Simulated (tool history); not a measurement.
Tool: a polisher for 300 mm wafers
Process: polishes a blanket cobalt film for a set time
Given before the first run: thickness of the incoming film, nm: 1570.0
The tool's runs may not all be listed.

run  hour  flow of slurry (ml/min)  pressure of the wafer on the pad (psi)  speed of the pad under the wafer (cm/s)  polishing time (s)  film removed (nm)
  1   0.0                      285                                     1.7                                      126                  84             477.32
  2   0.8                      220                                     1.7                                      126                  84             465.91
  3   2.5                      220                                     1.5                                      126                  84             406.14
  4   8.8                      220                                     1.7                                      126                  84             458.34
  5  15.5                      220                                     1.7                                      154                  84             561.18
  6  19.2                      220                                     1.5                                      150                  84             479.43
  7  21.7                      220                                     1.3                                      148                  84             420.55
  8  28.3                      220                                     1.2                                      146                  84             380.04

Predict the results of run 9:
  9  31.4                      220                                     1.1                                      146                  84                  ?

{"run 9": {"film removed (nm)": 348.13}}
